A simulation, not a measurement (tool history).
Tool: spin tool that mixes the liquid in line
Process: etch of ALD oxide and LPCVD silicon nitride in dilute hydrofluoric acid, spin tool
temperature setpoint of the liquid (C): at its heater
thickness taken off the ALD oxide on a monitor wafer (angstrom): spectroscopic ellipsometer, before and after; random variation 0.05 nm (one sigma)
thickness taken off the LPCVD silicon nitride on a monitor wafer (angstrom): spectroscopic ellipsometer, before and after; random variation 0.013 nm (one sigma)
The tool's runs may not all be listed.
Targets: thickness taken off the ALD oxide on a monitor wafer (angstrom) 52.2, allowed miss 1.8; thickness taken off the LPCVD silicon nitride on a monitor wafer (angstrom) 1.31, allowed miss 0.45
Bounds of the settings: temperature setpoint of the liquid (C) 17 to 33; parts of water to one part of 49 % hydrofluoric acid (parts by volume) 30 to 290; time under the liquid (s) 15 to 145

run    day  temperature setpoint of the liquid (C)  parts of water to one part of 49 % hydrofluoric acid (parts by volume)  time under the liquid (s)  thickness taken off the ALD oxide on a monitor wafer (angstrom)  thickness taken off the LPCVD silicon nitride on a monitor wafer (angstrom)
  1      0                                      25                                                                     160                         75                                                           97.889                                                                       2.3835
  2  0.312                                      25                                                                     160                        105                                                           134.86                                                                       3.2955
  3  0.429                                      25                                                                     140                        105                                                              158                                                                       3.7263
  4  0.758                                      24                                                                     160                        105                                                           131.31                                                                       3.0877
  5  1.112                                      24                                                                     160                         80                                                           99.178                                                                       2.0549
  6  1.142                                      24                                                                     175                         80                                                           91.503                                                                       2.2512
  7  1.454                                      23                                                                     185                         80                                                           81.031                                                                       1.9592
  8  1.771                                      19                                                                     225                         80                                                            55.35                                                                       1.1795

Which of these 4 next moves meets every target?
  A  2.088                                    20.5                                                                     245                         80                                                                ?                                                                            ?
  B  2.088                                      17                                                                     135                         55                                                                ?                                                                            ?
  C  2.088                                      17                                                                     205                         85                                                                ?                                                                            ?
  D  2.088                                      17                                                                     185                         70                                                                ?                                                                            ?

move  thickness taken off the ALD oxide on a monitor wafer (angstrom)  thickness taken off the LPCVD silicon nitride on a monitor wafer (angstrom)
   A                                                           52.087                                                                       1.1964
   B                                                           62.968                                                                       1.1591
   C                                                           59.972                                                                       1.1988
   D                                                           55.745                                                                       1.0893
A: meets every target
B: further off than the last run
C: further off than the last run
D: further off than the last run
The right move is A.
